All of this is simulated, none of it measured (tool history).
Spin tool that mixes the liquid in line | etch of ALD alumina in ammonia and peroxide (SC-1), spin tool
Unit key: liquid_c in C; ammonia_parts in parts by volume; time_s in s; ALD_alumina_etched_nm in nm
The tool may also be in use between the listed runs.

run  hour  liquid_c  ammonia_parts  time_s  ALD_alumina_etched_nm
  1     0        46           0.55      30                 2.2542
  2   3.3        46           0.55      25                 1.8613
  3  11.7        46           0.55      25                 1.8749
  4  17.7        44           0.55      25                 1.6602
  5  22.8        44           0.55      25                 1.6732
  6  29.1        44           0.35      25                 1.6071
  7  31.7        43           0.35      25                 1.5052
  8  35.8        42           0.35      25                 1.4273

Expected results for the next run?
  9  38.3      39.5           0.35      25                      ?

ALD_alumina_etched_nm: 1.2276 nm

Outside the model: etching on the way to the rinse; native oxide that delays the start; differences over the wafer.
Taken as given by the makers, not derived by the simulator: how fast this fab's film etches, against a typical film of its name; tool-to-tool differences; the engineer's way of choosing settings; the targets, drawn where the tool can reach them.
